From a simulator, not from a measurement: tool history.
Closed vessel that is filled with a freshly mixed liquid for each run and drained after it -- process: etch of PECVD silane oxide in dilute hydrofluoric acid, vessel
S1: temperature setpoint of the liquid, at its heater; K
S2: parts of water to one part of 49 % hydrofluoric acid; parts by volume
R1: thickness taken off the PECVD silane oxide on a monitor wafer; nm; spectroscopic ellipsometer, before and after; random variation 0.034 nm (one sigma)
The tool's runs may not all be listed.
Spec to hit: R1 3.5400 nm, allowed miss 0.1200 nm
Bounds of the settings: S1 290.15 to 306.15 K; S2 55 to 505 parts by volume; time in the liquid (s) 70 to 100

Run 1, hour 0.0: S1 298.15 K, S2 280 parts by volume, time in the liquid (s) 100. Result: R1 5.7663 nm.
Run 2, hour 3.5: S1 298.15 K, S2 280 parts by volume, time in the liquid (s) 100. Result: R1 5.8484 nm.
Run 3, hour 8.2: S1 298.15 K, S2 340 parts by volume, time in the liquid (s) 100. Result: R1 4.4923 nm.
Run 4, hour 10.1: S1 296.65 K, S2 340 parts by volume, time in the liquid (s) 100. Result: R1 4.3635 nm.
Run 5, hour 15.0: S1 296.15 K, S2 345 parts by volume, time in the liquid (s) 100. Result: R1 4.2105 nm.
Run 6, hour 17.5: S1 296.15 K, S2 345 parts by volume, time in the liquid (s) 100. Result: R1 4.1931 nm.
Run 7, hour 22.5: S1 296.15 K, S2 345 parts by volume, time in the liquid (s) 100. Result: R1 4.1630 nm.
Run 8, hour 30.0: S1 295.65 K, S2 345 parts by volume, time in the liquid (s) 100. Result: R1 4.0461 nm.

Which one of the following 4 next-run settings gets every result inside its allowed miss? There is exactly one.
Run A, hour 37.5: S1 295.15 K, S2 350 parts by volume, time in the liquid (s) 100. Result: R1 ?.
Run B, hour 37.5: S1 303.65 K, S2 340 parts by volume, time in the liquid (s) 70. Result: R1 ?.
Run C, hour 37.5: S1 295.65 K, S2 360 parts by volume, time in the liquid (s) 90. Result: R1 ?.
Run D, hour 37.5: S1 296.65 K, S2 375 parts by volume, time in the liquid (s) 100. Result: R1 ?.

move      R1
   A  3.9499
   B  3.8009
   C  3.4849
   D  3.7937
A: an improvement on the last run, though not all results are within tolerance
B: an improvement on the last run, though not all results are within tolerance
C: each result inside its tolerance
D: an improvement on the last run, though not all results are within tolerance
C meets every target.
